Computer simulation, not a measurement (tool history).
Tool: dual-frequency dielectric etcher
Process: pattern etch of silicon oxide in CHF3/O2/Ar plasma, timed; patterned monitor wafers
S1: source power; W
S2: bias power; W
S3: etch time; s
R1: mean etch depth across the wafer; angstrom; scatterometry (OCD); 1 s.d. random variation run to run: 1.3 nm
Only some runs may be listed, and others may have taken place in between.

run  hour   S1   S2   S3      R1
  1   0.0  860  122  234  4541.3
  2   3.8  860  112  234  4395.4
  3   5.9  860  121  234  4535.7
  4  11.5  920  123  234  4675.7
  5  17.1  920  123  234  4689.2
  6  20.7  960  124  234  4779.8

Run 7 has not been measured yet. What should we expect?
  7  23.5  1000  125  234   ?

R1: 4858.8 angstrom
